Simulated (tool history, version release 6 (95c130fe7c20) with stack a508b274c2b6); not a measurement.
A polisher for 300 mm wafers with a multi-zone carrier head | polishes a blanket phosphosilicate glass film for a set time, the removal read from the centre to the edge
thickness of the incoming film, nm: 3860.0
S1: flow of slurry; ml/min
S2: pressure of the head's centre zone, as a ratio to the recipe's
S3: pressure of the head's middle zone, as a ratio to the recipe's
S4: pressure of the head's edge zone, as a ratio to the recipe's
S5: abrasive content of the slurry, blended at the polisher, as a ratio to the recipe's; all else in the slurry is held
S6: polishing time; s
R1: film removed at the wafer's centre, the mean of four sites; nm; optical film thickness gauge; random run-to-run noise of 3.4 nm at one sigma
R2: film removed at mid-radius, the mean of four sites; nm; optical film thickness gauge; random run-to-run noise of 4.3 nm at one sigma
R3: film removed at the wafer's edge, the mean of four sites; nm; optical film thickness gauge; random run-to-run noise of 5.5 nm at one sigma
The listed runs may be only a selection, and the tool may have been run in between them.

{"run": 1, "hour": 0.0, "S1": 230, "S2": 1, "S3": 1, "S4": 1, "S5": 1, "S6": 36, "R1": 324.2, "R2": 322.29, "R3": 327.14}
{"run": 2, "hour": 0.7, "S1": 240, "S2": 1.01, "S3": 1.04, "S4": 1.03, "S5": 1.05, "S6": 36, "R1": 331.94, "R2": 339.02, "R3": 333.03}
{"run": 3, "hour": 6.2, "S1": 245, "S2": 1.01, "S3": 1.05, "S4": 1.04, "S5": 1.1, "S6": 36, "R1": 349.14, "R2": 342.96, "R3": 343.81}
{"run": 4, "hour": 12.3, "S1": 245, "S2": 0.99, "S3": 1.08, "S4": 1.05, "S5": 1.15, "S6": 36, "R1": 346.55, "R2": 353.17, "R3": 344.92}
{"run": 5, "hour": 13.3, "S1": 245, "S2": 0.99, "S3": 1.08, "S4": 1.05, "S5": 1.15, "S6": 29, "R1": 277.33, "R2": 294.79, "R3": 276.44}
{"run": 6, "hour": 16.2, "S1": 245, "S2": 0.99, "S3": 1.08, "S4": 0.98, "S5": 1.15, "S6": 29, "R1": 277.8, "R2": 291.25, "R3": 264.19}
{"run": 7, "hour": 21.3, "S1": 235, "S2": 0.98, "S3": 1.1, "S4": 1.01, "S5": 1.25, "S6": 31, "R1": 308.5, "R2": 322.98, "R3": 296.39}

Expected results for the next run?
{"run": 8, "hour": 22.1, "S1": 235, "S2": 0.97, "S3": 1.11, "S4": 1.04, "S5": 1.3, "S6": 32, "R1": "?", "R2": "?", "R3": "?"}

R1: 313.99 nm
R2: 337.55 nm
R3: 316.97 nm
